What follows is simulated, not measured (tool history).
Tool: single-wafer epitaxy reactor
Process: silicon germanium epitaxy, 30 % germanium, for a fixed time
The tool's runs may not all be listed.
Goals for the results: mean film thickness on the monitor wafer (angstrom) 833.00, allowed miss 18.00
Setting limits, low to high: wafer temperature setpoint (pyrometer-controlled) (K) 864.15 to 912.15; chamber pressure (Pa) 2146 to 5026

run  hour  wafer temperature setpoint (pyrometer-controlled) (K)  chamber pressure (Pa)  mean film thickness on the monitor wafer (angstrom)
  1   0.0                                                 888.15                   3586                                               914.77
  2   8.6                                                 879.15                   3586                                               757.43
  3  17.2                                                 879.15                   3026                                               712.82
  4  24.2                                                 882.15                   3040                                               763.20
  5  31.4                                                 890.15                   3040                                               901.66
  6  38.6                                                 900.15                   3040                                              1095.20
  7  45.9                                                 896.15                   3026                                              1012.70
  8  48.6                                                 893.15                   3013                                               948.57
  9  52.1                                                 891.15                   3000                                               910.27
 10  56.3                                                 890.15                   3000                                               899.58
 11  63.7                                                 889.15                   3000                                               881.92
 12  64.8                                                 889.15                   3000                                               882.45
 13  70.8                                                 888.15                   3000                                               858.79

4 candidate next runs follow, results not yet known. Just one meets every target within its allowed miss. Identify it.
  A  76.8                                                 889.15                   3080                                                    ?
  B  76.8                                                 887.15                   3440                                                    ?
  C  76.8                                                 886.15                   3026                                                    ?
  D  76.8                                                 891.15                   2800                                                    ?

move  mean film thickness on the monitor wafer (angstrom)
   A                                               882.16
   B                                               880.26
   C                                               825.47
   D                                               888.96
A: further off than the last run
B: further off than the last run
C: each result inside its tolerance
D: further off than the last run
C meets every target.
